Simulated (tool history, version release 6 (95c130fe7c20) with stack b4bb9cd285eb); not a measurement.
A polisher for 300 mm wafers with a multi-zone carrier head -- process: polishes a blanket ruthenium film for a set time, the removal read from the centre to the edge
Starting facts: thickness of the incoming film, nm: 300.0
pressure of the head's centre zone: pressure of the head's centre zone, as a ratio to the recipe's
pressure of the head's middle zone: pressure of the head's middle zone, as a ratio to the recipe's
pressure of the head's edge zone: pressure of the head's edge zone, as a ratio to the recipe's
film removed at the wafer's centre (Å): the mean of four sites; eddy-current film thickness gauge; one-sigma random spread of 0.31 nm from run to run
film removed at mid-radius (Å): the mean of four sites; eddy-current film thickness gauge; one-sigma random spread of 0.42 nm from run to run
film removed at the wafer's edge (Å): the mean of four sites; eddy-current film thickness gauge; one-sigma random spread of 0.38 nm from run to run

run,hour,flow of slurry (ml/min),pressure of the head's centre zone,pressure of the head's middle zone,pressure of the head's edge zone,polishing time (s),film removed at the wafer's centre (Å),film removed at mid-radius (Å),film removed at the wafer's edge (Å)
1,0,290,1,1,1,61,373.53,384.39,373.08
2,9,290,1,1.03,1,61,378.86,398.53,376
3,12.1,290,1.01,1,0.96,59,366.16,371.72,350.19
4,15.2,290,0.93,1,0.96,59,337.99,375.81,363.24
5,24.1,290,0.88,1,0.96,59,320.33,368.96,355.54
6,32.3,290,0.88,1,0.96,51,277.8,329.08,310.94

Run 7 comes next. What will it give?
7,41,300,0.94,0.99,0.95,51,?,?,?

{"run 7": {"film removed at the wafer's centre (Å)": 297.12, "film removed at mid-radius (Å)": 312.26, "film removed at the wafer's edge (Å)": 312.79}}
